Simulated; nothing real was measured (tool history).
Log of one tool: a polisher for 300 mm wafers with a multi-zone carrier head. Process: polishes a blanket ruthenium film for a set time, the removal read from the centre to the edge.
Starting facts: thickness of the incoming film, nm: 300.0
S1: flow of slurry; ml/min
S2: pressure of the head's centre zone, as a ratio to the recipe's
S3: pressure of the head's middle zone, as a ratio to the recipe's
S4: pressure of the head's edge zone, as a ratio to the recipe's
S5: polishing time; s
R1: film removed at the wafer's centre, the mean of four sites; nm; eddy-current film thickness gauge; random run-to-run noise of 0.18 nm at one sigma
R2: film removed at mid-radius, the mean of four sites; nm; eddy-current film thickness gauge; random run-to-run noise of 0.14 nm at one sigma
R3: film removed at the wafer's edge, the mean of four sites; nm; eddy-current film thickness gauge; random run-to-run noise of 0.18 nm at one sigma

run	day	S1	S2	S3	S4	S5	R1	R2	R3
1	0.000	225	1.00	1.00	1.00	47	31.053	30.734	31.064
2	0.246	255	1.00	1.00	1.00	47	31.119	30.957	31.180
3	0.508	255	1.00	1.00	1.05	47	31.382	31.405	32.143
4	0.571	255	0.98	0.99	1.01	42	27.745	27.669	28.499
5	0.729	255	0.92	0.99	1.01	42	25.972	27.861	28.032
6	0.808	255	0.92	0.99	1.01	34	20.832	22.437	22.833
7	1.025	205	0.92	0.89	0.91	29	17.541	16.978	18.314

What will run 8 give?
8	1.138	205	0.92	0.89	0.91	29	?	?	?

Logged for run 8: R1 17.212 nm, R2 16.699 nm, R3 18.420 nm.
